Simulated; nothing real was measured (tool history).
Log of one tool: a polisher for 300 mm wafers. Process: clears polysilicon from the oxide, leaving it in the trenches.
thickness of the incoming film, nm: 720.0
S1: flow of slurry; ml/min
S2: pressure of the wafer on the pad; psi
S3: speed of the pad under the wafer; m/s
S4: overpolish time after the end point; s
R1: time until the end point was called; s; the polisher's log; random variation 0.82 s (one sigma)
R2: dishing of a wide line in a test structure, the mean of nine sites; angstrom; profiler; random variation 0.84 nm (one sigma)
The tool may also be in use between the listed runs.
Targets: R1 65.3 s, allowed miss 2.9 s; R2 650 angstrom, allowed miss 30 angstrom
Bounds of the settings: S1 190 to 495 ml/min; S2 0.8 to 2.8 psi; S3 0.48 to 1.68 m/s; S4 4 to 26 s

run 1 hour=0 | S1=320 S2=1.8 S3=1.08 S4=13 | R1=81.286 R2=541.1
run 2 hour=6 | S1=320 S2=1.8 S3=1.32 S4=13 | R1=69.039 R2=562.48
run 3 hour=11.3 | S1=320 S2=1.8 S3=1.32 S4=9 | R1=68.574 R2=483.46
run 4 hour=15.5 | S1=320 S2=1.8 S3=1.32 S4=10 | R1=68.87 R2=503.08
run 5 hour=19.8 | S1=320 S2=1.8 S3=1.14 S4=10 | R1=76.976 R2=482.91
run 6 hour=28.8 | S1=320 S2=1.9 S3=1.14 S4=11 | R1=72.223 R2=513.17
run 7 hour=30.5 | S1=320 S2=1.9 S3=1.14 S4=11 | R1=71.39 R2=521.74
run 8 hour=38.1 | S1=320 S2=1.9 S3=1.14 S4=12 | R1=74.778 R2=536.71
run 9 hour=46.3 | S1=320 S2=2 S3=1.14 S4=12 | R1=70.869 R2=558.22
run 10 hour=50.5 | S1=320 S2=2.2 S3=1.14 S4=15 | R1=62.625 R2=618.76

Which of these 5 next moves meets every target?
run A hour=54.7 | S1=350 S2=2.1 S3=1.2 S4=11 | R1=? R2=?
run B hour=54.7 | S1=380 S2=2.2 S3=1.12 S4=11 | R1=? R2=?
run C hour=54.7 | S1=335 S2=1.8 S3=1.42 S4=17 | R1=? R2=?
run D hour=54.7 | S1=310 S2=2.4 S3=1.28 S4=19 | R1=? R2=?
run E hour=54.7 | S1=340 S2=2.1 S3=1.38 S4=16 | R1=? R2=?

move=A R1=63.602 R2=551.67
move=B R1=63.886 R2=550.57
move=C R1=64.344 R2=643.15
move=D R1=53.75 R2=685.41
move=E R1=56.895 R2=653.79
A: further off than the last run
B: further off than the last run
C: meets every target
D: takes the result that was furthest off past its target
E: brings the result that was furthest off to its target, and leaves another outside
Move C is the one to make.
